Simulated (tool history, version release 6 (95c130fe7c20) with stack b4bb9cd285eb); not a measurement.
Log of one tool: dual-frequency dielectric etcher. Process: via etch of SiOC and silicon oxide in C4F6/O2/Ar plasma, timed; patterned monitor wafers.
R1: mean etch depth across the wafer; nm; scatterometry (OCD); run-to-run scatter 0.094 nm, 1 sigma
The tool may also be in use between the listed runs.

{"run": 1, "hour": 0.0, "source power (kW)": 0.3, "bias power (kW)": 0.166, "etch time (s)": 34.5, "R1": 32.622}
{"run": 2, "hour": 4.9, "source power (kW)": 0.3, "bias power (kW)": 0.166, "etch time (s)": 31.5, "R1": 29.645}
{"run": 3, "hour": 10.4, "source power (kW)": 0.3, "bias power (kW)": 0.166, "etch time (s)": 31.5, "R1": 29.757}
{"run": 4, "hour": 17.4, "source power (kW)": 0.28, "bias power (kW)": 0.166, "etch time (s)": 31.5, "R1": 29.005}
{"run": 5, "hour": 20.3, "source power (kW)": 0.28, "bias power (kW)": 0.191, "etch time (s)": 31.5, "R1": 30.437}
{"run": 6, "hour": 29.1, "source power (kW)": 0.28, "bias power (kW)": 0.165, "etch time (s)": 31.5, "R1": 28.798}

Run 7 is up next; what results do you expect?
{"run": 7, "hour": 36.5, "source power (kW)": 0.32, "bias power (kW)": 0.166, "etch time (s)": 31.5, "R1": "?"}

Logged for run 7: R1 30.312 nm.

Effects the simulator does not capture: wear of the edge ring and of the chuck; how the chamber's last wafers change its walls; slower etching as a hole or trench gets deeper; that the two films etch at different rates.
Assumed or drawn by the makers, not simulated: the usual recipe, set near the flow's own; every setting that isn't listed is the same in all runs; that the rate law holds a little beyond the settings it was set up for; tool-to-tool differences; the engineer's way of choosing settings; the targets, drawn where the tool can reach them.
